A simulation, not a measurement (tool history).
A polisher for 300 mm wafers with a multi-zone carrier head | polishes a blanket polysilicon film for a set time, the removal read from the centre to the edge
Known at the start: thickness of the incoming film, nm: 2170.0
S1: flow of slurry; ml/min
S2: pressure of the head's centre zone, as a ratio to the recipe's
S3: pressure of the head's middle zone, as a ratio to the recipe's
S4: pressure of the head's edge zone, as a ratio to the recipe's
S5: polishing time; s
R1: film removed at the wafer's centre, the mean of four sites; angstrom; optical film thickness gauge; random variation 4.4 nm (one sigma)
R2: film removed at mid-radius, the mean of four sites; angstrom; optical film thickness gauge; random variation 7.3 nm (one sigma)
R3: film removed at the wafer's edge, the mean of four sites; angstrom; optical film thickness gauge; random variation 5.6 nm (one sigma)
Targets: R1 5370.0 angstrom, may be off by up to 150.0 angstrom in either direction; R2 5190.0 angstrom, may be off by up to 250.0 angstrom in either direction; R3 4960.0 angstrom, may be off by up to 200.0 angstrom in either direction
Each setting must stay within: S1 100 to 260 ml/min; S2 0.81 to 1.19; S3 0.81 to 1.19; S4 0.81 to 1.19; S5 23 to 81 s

Run 1, hour 0.0: S1 165 ml/min, S2 1.00, S3 1.00, S4 1.00, S5 52 s. Result: R1 3813.0 angstrom, R2 4183.8 angstrom, R3 4167.3 angstrom.
Run 2, hour 8.0: S1 180 ml/min, S2 1.05, S3 1.02, S4 1.03, S5 53 s. Result: R1 4109.1 angstrom, R2 4313.6 angstrom, R3 4383.1 angstrom.
Run 3, hour 8.9: S1 195 ml/min, S2 1.09, S3 1.05, S4 1.02, S5 54 s. Result: R1 4339.5 angstrom, R2 4573.4 angstrom, R3 4562.7 angstrom.
Run 4, hour 14.1: S1 205 ml/min, S2 1.12, S3 1.05, S4 0.98, S5 56 s. Result: R1 4708.0 angstrom, R2 4753.5 angstrom, R3 4670.2 angstrom.
Run 5, hour 22.1: S1 215 ml/min, S2 1.14, S3 1.06, S4 0.97, S5 57 s. Result: R1 4905.5 angstrom, R2 5002.1 angstrom, R3 4770.0 angstrom.
Run 6, hour 24.3: S1 215 ml/min, S2 1.14, S3 1.06, S4 0.97, S5 67 s. Result: R1 5834.1 angstrom, R2 5920.0 angstrom, R3 5579.1 angstrom.
Run 7, hour 32.4: S1 200 ml/min, S2 1.14, S3 1.04, S4 0.95, S5 67 s. Result: R1 5697.3 angstrom, R2 5822.7 angstrom, R3 5469.1 angstrom.
Run 8, hour 41.2: S1 190 ml/min, S2 1.15, S3 1.02, S4 0.93, S5 67 s. Result: R1 5671.1 angstrom, R2 5540.2 angstrom, R3 5396.9 angstrom.
Run 9, hour 48.4: S1 180 ml/min, S2 1.15, S3 1.02, S4 0.90, S5 67 s. Result: R1 5560.9 angstrom, R2 5588.2 angstrom, R3 5236.1 angstrom.
At hour 49.1: centre zone pressure recalibrated.
Run 10, hour 49.1: S1 175 ml/min, S2 1.15, S3 1.01, S4 0.89, S5 67 s. Result: R1 5919.8 angstrom, R2 5416.1 angstrom, R3 5124.1 angstrom.
Run 11, hour 54.3: S1 165 ml/min, S2 1.13, S3 1.01, S4 0.90, S5 67 s. Result: R1 5899.9 angstrom, R2 5525.2 angstrom, R3 5285.2 angstrom.
Run 12, hour 56.2: S1 170 ml/min, S2 1.12, S3 0.99, S4 0.89, S5 67 s. Result: R1 5836.1 angstrom, R2 5217.9 angstrom, R3 5190.0 angstrom.
Run 13, hour 60.9: S1 165 ml/min, S2 1.10, S3 1.00, S4 0.89, S5 66 s. Result: R1 5552.8 angstrom, R2 5299.5 angstrom, R3 5063.6 angstrom.

5 next moves are on the table. One of them brings every result within its allowed miss. Which?
Run A, hour 65.6: S1 200 ml/min, S2 1.13, S3 1.07, S4 0.81, S5 63 s. Result: R1 ?, R2 ?, R3 ?.
Run B, hour 65.6: S1 165 ml/min, S2 1.18, S3 1.00, S4 0.81, S5 63 s. Result: R1 ?, R2 ?, R3 ?.
Run C, hour 65.6: S1 165 ml/min, S2 1.13, S3 1.02, S4 0.90, S5 66 s. Result: R1 ?, R2 ?, R3 ?.
Run D, hour 65.6: S1 150 ml/min, S2 1.08, S3 1.02, S4 0.90, S5 65 s. Result: R1 ?, R2 ?, R3 ?.
Run E, hour 65.6: S1 145 ml/min, S2 1.13, S3 0.96, S4 0.81, S5 68 s. Result: R1 ?, R2 ?, R3 ?.

move      R1      R2      R3
   A  5678.1  5504.2  4841.4
   B  5675.1  5028.6  4731.2
   C  5731.5  5357.5  5185.8
   D  5316.9  5177.6  5037.4
   E  5728.6  5108.7  5013.3
A: further off than the last run
B: further off than the last run
C: further off than the last run
D: every result lands within tolerance
E: further off than the last run
So the answer is move D, the one that meets all the targets.
